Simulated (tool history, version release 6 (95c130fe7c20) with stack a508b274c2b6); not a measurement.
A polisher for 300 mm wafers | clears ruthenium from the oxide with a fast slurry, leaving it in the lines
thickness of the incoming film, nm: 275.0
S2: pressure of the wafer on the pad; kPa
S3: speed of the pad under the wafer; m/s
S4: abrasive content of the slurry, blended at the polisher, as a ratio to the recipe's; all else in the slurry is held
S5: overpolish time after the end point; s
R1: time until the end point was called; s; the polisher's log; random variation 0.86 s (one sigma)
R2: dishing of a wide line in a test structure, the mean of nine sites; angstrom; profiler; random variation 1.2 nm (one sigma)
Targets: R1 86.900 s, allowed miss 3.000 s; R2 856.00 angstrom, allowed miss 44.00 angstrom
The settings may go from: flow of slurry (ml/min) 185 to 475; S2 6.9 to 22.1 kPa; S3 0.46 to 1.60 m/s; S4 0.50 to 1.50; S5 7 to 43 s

run 1 hour=0.0 | flow_of_slurry_(ml/min)=305 S2=14.5 S3=1.02 S4=1.00 S5=22 | R1=70.124 R2=655.14
run 2 hour=6.1 | flow_of_slurry_(ml/min)=305 S2=13.8 S3=1.02 S4=1.00 S5=25 | R1=74.696 R2=702.08
run 3 hour=14.6 | flow_of_slurry_(ml/min)=305 S2=15.2 S3=1.02 S4=1.00 S5=25 | R1=66.923 R2=762.50
run 4 hour=15.7 | flow_of_slurry_(ml/min)=305 S2=15.2 S3=1.02 S4=1.00 S5=16 | R1=66.810 R2=513.84
run 5 hour=16.8 | flow_of_slurry_(ml/min)=305 S2=14.5 S3=1.02 S4=1.00 S5=20 | R1=70.734 R2=596.08
run 6 hour=19.3 | flow_of_slurry_(ml/min)=305 S2=13.8 S3=1.02 S4=1.00 S5=23 | R1=74.786 R2=657.81
run 7 hour=23.7 | flow_of_slurry_(ml/min)=305 S2=13.1 S3=1.02 S4=1.00 S5=25 | R1=77.651 R2=678.63
run 8 hour=32.4 | flow_of_slurry_(ml/min)=305 S2=12.4 S3=1.02 S4=1.00 S5=27 | R1=81.917 R2=703.74
run 9 hour=36.3 | flow_of_slurry_(ml/min)=305 S2=12.4 S3=1.02 S4=1.00 S5=28 | R1=81.276 R2=693.33
run 10 hour=40.9 | flow_of_slurry_(ml/min)=305 S2=12.4 S3=1.02 S4=1.00 S5=30 | R1=81.889 R2=758.46
run 11 hour=43.0 | flow_of_slurry_(ml/min)=305 S2=12.4 S3=1.02 S4=1.00 S5=31 | R1=80.255 R2=777.48
run 12 hour=51.0 | flow_of_slurry_(ml/min)=305 S2=12.4 S3=1.02 S4=1.00 S5=32 | R1=80.912 R2=788.94
run 13 hour=54.5 | flow_of_slurry_(ml/min)=305 S2=12.4 S3=1.02 S4=1.00 S5=33 | R1=81.368 R2=818.14
run 14 hour=56.8 | flow_of_slurry_(ml/min)=305 S2=12.4 S3=1.02 S4=1.00 S5=34 | R1=84.064 R2=825.73

Which of these 5 next moves meets every target?
run A hour=59.1 | flow_of_slurry_(ml/min)=340 S2=11.7 S3=1.06 S4=0.90 S5=38 | R1=? R2=?
run B hour=59.1 | flow_of_slurry_(ml/min)=320 S2=10.3 S3=1.04 S4=1.45 S5=32 | R1=? R2=?
run C hour=59.1 | flow_of_slurry_(ml/min)=325 S2=12.4 S3=0.96 S4=1.15 S5=32 | R1=? R2=?
run D hour=59.1 | flow_of_slurry_(ml/min)=390 S2=9.7 S3=1.30 S4=1.20 S5=33 | R1=? R2=?
run E hour=59.1 | flow_of_slurry_(ml/min)=285 S2=11.0 S3=1.14 S4=0.90 S5=33 | R1=? R2=?

move=A R1=87.104 R2=847.55
move=B R1=84.844 R2=758.13
move=C R1=82.827 R2=772.47
move=D R1=77.435 R2=832.74
move=E R1=87.505 R2=758.06
A: meets every target
B: brings the result that was furthest off to its target, and leaves another outside
C: further off than the last run
D: further off than the last run
E: brings the result that was furthest off to its target, and leaves another outside
Move A is the one to make.
